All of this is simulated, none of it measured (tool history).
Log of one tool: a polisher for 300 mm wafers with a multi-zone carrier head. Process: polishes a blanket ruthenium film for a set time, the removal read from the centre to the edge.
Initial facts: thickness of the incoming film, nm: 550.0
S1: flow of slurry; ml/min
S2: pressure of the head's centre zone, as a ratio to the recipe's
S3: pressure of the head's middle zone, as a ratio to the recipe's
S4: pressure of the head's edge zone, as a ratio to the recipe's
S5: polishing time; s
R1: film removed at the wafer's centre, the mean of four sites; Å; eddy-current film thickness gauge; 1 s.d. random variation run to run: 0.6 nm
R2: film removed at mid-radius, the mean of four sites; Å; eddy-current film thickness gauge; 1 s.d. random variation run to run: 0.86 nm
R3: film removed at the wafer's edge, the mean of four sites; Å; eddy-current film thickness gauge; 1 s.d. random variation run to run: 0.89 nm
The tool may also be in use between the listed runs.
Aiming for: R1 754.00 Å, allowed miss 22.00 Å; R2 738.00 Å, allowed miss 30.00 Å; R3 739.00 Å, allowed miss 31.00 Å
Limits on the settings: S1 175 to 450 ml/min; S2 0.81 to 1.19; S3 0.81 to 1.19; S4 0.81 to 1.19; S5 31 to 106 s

run	hour	S1	S2	S3	S4	S5	R1	R2	R3
1	0.0	290	1.00	1.00	1.00	68	1032.60	1036.70	1017.40
2	5.8	290	0.95	1.00	1.00	68	970.94	1018.40	1010.50
3	7.8	290	0.95	1.00	1.00	59	840.42	896.88	877.80
4	13.6	290	0.95	0.97	0.96	57	817.89	833.67	851.17
5	21.7	290	0.96	0.97	0.93	55	803.90	810.88	811.03
6	26.6	285	0.96	0.96	0.90	54	774.94	779.35	787.00
7	30.7	280	0.97	0.96	0.88	54	787.58	792.02	777.24
8	37.8	275	0.97	0.95	0.86	54	794.28	789.26	788.81

Exactly one of the 4 candidate moves below puts every result within its allowed miss. Which one?
A	44.9	225	0.96	1.15	0.82	52	?	?	?
B	44.9	285	1.01	1.03	0.91	54	?	?	?
C	44.9	250	0.98	0.94	0.83	52	?	?	?
D	44.9	305	0.89	0.84	0.84	56	?	?	?

move	R1	R2	R3
A	735.08	858.31	714.68
B	825.25	831.46	776.43
C	759.22	731.71	725.08
D	757.61	732.49	795.86
A: corrects the largest miss of the last run, while another result sits out of spec
B: lands further from the targets than the last run did
C: each result inside its tolerance
D: corrects the largest miss of the last run, while another result sits out of spec
C meets every target.
